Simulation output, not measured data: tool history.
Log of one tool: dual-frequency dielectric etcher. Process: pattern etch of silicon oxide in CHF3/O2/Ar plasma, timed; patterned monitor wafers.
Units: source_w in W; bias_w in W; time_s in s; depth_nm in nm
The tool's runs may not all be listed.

run,hour,source_w,bias_w,time_s,depth_nm
1,0.0,740,119,762.5,1536.8
2,8.3,820,119,762.5,1638.4
3,10.3,820,119,795.0,1719.4
4,11.4,780,118,795.0,1649.4
5,17.1,850,118,795.0,1742.3
6,25.1,730,118,795.0,1593.8
7,33.6,710,118,795.0,1556.8

Run 8 comes next. What will it give?
8,41.3,700,118,795.0,?

{"run 8": {"depth_nm": 1553.3}}

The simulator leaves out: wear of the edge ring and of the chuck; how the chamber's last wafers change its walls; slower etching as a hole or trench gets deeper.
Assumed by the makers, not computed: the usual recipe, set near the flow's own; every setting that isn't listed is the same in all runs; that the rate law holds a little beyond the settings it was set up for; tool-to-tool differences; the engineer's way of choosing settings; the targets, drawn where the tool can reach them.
